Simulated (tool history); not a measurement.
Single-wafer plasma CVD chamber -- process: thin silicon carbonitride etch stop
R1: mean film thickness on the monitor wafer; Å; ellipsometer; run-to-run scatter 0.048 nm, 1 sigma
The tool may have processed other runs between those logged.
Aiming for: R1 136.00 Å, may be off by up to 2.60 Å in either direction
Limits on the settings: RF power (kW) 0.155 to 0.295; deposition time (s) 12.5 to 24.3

run 1 hour=0.0 | RF_power_(kW)=0.225 deposition_time_(s)=18.4 | R1=106.05
run 2 hour=6.6 | RF_power_(kW)=0.240 deposition_time_(s)=19.3 | R1=113.79
run 3 hour=9.5 | RF_power_(kW)=0.240 deposition_time_(s)=21.5 | R1=127.14
run 4 hour=13.2 | RF_power_(kW)=0.250 deposition_time_(s)=21.6 | R1=129.88
run 5 hour=15.0 | RF_power_(kW)=0.260 deposition_time_(s)=21.6 | R1=130.81
-- hour=21.2 thermocouple changed; heater temperature recalibrated
run 6 hour=21.2 | RF_power_(kW)=0.260 deposition_time_(s)=19.0 | R1=115.50
run 7 hour=30.0 | RF_power_(kW)=0.265 deposition_time_(s)=19.7 | R1=119.86
run 8 hour=34.1 | RF_power_(kW)=0.270 deposition_time_(s)=20.2 | R1=124.11
run 9 hour=35.7 | RF_power_(kW)=0.275 deposition_time_(s)=20.6 | R1=127.86
run 10 hour=39.7 | RF_power_(kW)=0.280 deposition_time_(s)=20.8 | R1=129.45
run 11 hour=46.3 | RF_power_(kW)=0.285 deposition_time_(s)=21.0 | R1=130.69

Next run, 5 choices. One meets every target within its allowed miss, the rest don't. Which?
run A hour=52.9 | RF_power_(kW)=0.285 deposition_time_(s)=20.6 | R1=?
run B hour=52.9 | RF_power_(kW)=0.290 deposition_time_(s)=19.9 | R1=?
run C hour=52.9 | RF_power_(kW)=0.265 deposition_time_(s)=22.2 | R1=?
run D hour=52.9 | RF_power_(kW)=0.265 deposition_time_(s)=20.0 | R1=?
run E hour=52.9 | RF_power_(kW)=0.290 deposition_time_(s)=20.9 | R1=?

move=A R1=129.76
move=B R1=126.08
move=C R1=136.49
move=D R1=122.96
move=E R1=132.42
A: the biggest miss grows against the last run
B: the biggest miss grows against the last run
C: hits every target within its allowed miss
D: the biggest miss grows against the last run
E: nearer than the last run, and not there yet
The right move is C.
